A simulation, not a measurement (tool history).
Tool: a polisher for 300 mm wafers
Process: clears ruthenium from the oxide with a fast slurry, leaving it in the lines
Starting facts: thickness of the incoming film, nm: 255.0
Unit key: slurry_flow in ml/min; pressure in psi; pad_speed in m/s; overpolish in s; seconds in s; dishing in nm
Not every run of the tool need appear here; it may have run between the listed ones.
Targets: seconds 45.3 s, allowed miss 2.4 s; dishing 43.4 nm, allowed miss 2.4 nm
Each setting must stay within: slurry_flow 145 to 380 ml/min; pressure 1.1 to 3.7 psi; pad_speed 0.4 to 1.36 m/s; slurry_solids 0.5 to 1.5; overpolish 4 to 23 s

run	day	slurry_flow	pressure	pad_speed	slurry_solids	overpolish	seconds	dishing
1	0	245	2.4	0.88	1	12	76.618	29.787
2	0.312	205	2.4	0.88	1	12	78.844	29.194
3	0.583	210	2.7	0.88	1	12	70.638	32.512
4	0.883	210	2.7	0.88	0.9	12	74.425	30.976
5	1.221	215	3	0.9	0.9	12	66.38	34.897
6	1.329	165	3	0.9	0.9	12	70.688	32.638
7	1.671	235	3.6	0.92	0.9	10	53.156	34.645
8	2.042	240	3.6	0.94	0.9	10	52.176	35.432
9	2.225	245	3.6	0.96	0.9	10	51.604	36.688

Next run, 5 choices. One meets every target within its allowed miss, the rest don't. Which?
A	2.408	235	3.7	1.1	0.85	11	?	?
B	2.408	260	3.7	1.12	0.95	12	?	?
C	2.408	280	3.4	0.9	0.9	15	?	?
D	2.408	320	3.7	0.86	0.75	11	?	?
E	2.408	275	3.5	1.16	0.8	10	?	?

move	seconds	dishing
A	46.252	42.146
B	41.639	48.757
C	57.633	45.174
D	63.079	32.802
E	47.824	38.063
A: every result lands within tolerance
B: takes the result that was furthest off past its target
C: the worst result of the last run now meets its target, but another is out of spec
D: lands further from the targets than the last run did
E: gains on the last run, yet a result remains outside its allowed miss
A meets every target.

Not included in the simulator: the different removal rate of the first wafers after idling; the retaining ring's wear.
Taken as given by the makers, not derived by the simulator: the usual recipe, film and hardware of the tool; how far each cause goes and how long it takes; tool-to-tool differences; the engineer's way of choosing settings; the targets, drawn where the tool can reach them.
